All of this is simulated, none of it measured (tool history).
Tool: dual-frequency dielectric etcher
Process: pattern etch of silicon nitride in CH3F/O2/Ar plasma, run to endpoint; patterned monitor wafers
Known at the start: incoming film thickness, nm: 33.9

run	day	source power (W)	bias power (W)	endpoint time (s)
1	0.000	470	89	38.588
2	0.108	550	89	36.078
3	0.167	510	88	37.555
4	0.533	510	73	39.068
5	0.896	480	72	40.088
6	1.242	480	78	39.545

Run 7 comes next. What will it give?
7	1.283	450	77	?

endpoint time (s): 40.958
